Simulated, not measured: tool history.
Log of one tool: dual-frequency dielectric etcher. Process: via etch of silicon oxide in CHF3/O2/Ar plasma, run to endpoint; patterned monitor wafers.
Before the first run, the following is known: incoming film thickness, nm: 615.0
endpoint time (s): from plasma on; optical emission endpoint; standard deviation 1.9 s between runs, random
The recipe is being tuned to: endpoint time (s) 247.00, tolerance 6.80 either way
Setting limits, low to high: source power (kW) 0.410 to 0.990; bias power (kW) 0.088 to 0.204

run,hour,source power (kW),bias power (kW),endpoint time (s)
1,0.0,0.700,0.146,293.61
2,2.4,0.700,0.130,303.32
3,10.7,0.740,0.135,290.53
4,14.3,0.830,0.135,278.02
5,19.0,0.830,0.122,283.02
6,24.9,0.890,0.122,269.02
7,30.8,0.910,0.124,275.02
8,31.7,0.920,0.133,264.72
9,32.6,0.930,0.136,261.25
10,40.4,0.940,0.138,257.33
11,43.7,0.950,0.139,257.27
12,50.8,0.960,0.141,257.95

5 next moves are on the table. One of them brings every result within its allowed miss. Which?
A,57.9,0.990,0.150,?
B,57.9,0.990,0.178,?
C,57.9,0.990,0.186,?
D,57.9,0.830,0.153,?
E,57.9,0.990,0.184,?

move,endpoint time (s)
A,250.55
B,238.88
C,235.87
D,268.57
E,236.61
A: each result inside its tolerance
B: carries the result that was furthest off beyond its target, to the other side
C: carries the result that was furthest off beyond its target, to the other side
D: the biggest miss grows against the last run
E: carries the result that was furthest off beyond its target, to the other side
The move that meets every target is A.

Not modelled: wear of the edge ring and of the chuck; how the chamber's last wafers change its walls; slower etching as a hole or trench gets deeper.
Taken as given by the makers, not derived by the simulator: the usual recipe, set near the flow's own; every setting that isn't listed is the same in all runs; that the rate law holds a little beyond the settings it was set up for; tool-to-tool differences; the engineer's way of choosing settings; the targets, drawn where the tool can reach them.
